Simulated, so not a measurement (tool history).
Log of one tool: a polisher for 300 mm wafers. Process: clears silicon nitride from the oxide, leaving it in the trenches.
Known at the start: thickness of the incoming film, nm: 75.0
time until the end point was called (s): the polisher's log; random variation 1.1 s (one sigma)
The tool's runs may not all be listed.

run,hour,flow of slurry (ml/min),pressure of the wafer on the pad (kPa),speed of the pad under the wafer (cm/s),overpolish time after the end point (s),time until the end point was called (s)
1,0,210,13.1,78,47,131.85
2,1.7,210,9.7,78,47,184.24
3,8.1,255,9.7,78,47,178.69
4,10.7,255,11,78,47,158.14
5,12.6,225,11,78,47,157.7
6,15.8,225,11,62,47,179.95
7,17.8,225,12.4,64,47,159.49
8,24.3,225,13.8,66,47,142.02
9,33,225,15.2,68,47,122.62
10,37.3,225,15.9,70,47,117.33
11,45.5,225,16.5,72,47,107.58
12,53.4,225,16.5,72,47,109.15
13,55.4,225,17.2,74,47,105.29
14,62.3,225,17.9,76,47,99.222

Forecast run 15:
15,66.2,225,18.6,80,47,?

{"run 15": {"time until the end point was called (s)": 95.307}}
